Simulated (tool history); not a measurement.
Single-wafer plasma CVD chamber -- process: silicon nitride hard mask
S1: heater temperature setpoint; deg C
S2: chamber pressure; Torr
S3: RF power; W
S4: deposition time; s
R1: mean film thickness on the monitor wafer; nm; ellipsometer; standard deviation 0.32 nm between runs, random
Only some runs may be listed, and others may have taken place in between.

| run | hour | S1 | S2 | S3 | S4 | R1 |
|---|---|---|---|---|---|---|
| 1 | 0.0 | 425 | 1.17 | 325 | 68.6 | 83.121 |
| 2 | 3.2 | 425 | 1.07 | 325 | 68.6 | 80.132 |
| 3 | 4.8 | 425 | 1.07 | 325 | 70.7 | 82.188 |
| 4 | 6.8 | 425 | 0.96 | 300 | 70.4 | 75.093 |
| 5 | 14.5 | 425 | 1.05 | 300 | 70.4 | 78.458 |
| 6 | 21.1 | 425 | 1.18 | 300 | 70.4 | 82.606 |

Forecast run 7:
| 7 | 21.7 | 425 | 1.03 | 280 | 70.1 | ? |

R1: 75.500 nm
